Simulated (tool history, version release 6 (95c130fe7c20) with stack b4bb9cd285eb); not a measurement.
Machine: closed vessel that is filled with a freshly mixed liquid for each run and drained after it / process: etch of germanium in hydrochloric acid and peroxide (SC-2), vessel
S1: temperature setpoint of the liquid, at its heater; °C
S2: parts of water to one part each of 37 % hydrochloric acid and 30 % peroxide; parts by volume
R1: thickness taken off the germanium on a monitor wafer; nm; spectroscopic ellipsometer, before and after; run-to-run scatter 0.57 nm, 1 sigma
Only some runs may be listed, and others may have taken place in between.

run 1 hour=0.0 | S1=54.0 S2=9.0 time_in_the_liquid_(s)=85 | R1=279.36
run 2 hour=0.6 | S1=50.5 S2=9.0 time_in_the_liquid_(s)=85 | R1=247.68
run 3 hour=9.5 | S1=50.5 S2=11.5 time_in_the_liquid_(s)=85 | R1=243.66
run 4 hour=16.7 | S1=50.5 S2=11.5 time_in_the_liquid_(s)=95 | R1=271.11
run 5 hour=17.8 | S1=50.5 S2=9.0 time_in_the_liquid_(s)=95 | R1=279.72
run 6 hour=19.3 | S1=50.5 S2=11.0 time_in_the_liquid_(s)=95 | R1=274.66
run 7 hour=23.9 | S1=47.5 S2=11.0 time_in_the_liquid_(s)=95 | R1=249.01
run 8 hour=27.5 | S1=45.0 S2=11.0 time_in_the_liquid_(s)=95 | R1=231.38
run 9 hour=34.3 | S1=43.0 S2=11.5 time_in_the_liquid_(s)=95 | R1=215.87

Run 10, settings as shown, results not yet in. Your forecast:
run 10 hour=39.1 | S1=41.5 S2=11.5 time_in_the_liquid_(s)=95 | R1=?

{"run 10": {"R1": 204.29}}

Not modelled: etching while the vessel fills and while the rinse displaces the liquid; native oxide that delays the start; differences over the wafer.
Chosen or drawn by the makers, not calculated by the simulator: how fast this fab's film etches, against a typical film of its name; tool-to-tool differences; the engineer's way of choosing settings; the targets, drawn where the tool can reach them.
